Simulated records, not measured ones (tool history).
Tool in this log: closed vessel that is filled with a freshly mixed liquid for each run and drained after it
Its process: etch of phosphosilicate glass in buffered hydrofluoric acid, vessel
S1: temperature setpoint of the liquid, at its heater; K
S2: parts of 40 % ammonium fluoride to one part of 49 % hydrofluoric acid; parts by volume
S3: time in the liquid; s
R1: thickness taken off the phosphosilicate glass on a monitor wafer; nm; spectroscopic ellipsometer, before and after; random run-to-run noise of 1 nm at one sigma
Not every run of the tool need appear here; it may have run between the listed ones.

run,hour,S1,S2,S3,R1
1,0,295.15,9,90,302.61
2,7.3,293.65,10,90,262.93
3,8.2,292.65,11,90,226.57
4,17,291.65,11.5,90,204.8
5,24.8,294.15,11.5,90,231.81
6,32.2,297.65,11.5,90,284.4

Estimate the outcome of run 7 from the log above:
7,35.5,295.65,12,90,?

{"run 7": {"R1": 243.81}}
